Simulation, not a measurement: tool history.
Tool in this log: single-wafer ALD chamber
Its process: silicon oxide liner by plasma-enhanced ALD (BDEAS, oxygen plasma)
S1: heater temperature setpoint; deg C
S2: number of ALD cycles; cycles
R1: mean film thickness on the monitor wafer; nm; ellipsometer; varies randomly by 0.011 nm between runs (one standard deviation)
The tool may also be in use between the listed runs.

run 1 hour=0 | S1=315 S2=22 | R1=1.9759
run 2 hour=5.9 | S1=309 S2=22 | R1=1.9929
run 3 hour=6.6 | S1=304 S2=22 | R1=2.0107
run 4 hour=12.4 | S1=304 S2=21 | R1=1.9199
run 5 hour=19.7 | S1=311 S2=21 | R1=1.9124
run 6 hour=25.5 | S1=306 S2=21 | R1=1.9129

Predict the results of run 7:
-- hour=31.4 thermocouple changed; heater temperature recalibrated
run 7 hour=31.4 | S1=306 S2=22 | R1=?

{"run 7": {"R1": 2.0087}}

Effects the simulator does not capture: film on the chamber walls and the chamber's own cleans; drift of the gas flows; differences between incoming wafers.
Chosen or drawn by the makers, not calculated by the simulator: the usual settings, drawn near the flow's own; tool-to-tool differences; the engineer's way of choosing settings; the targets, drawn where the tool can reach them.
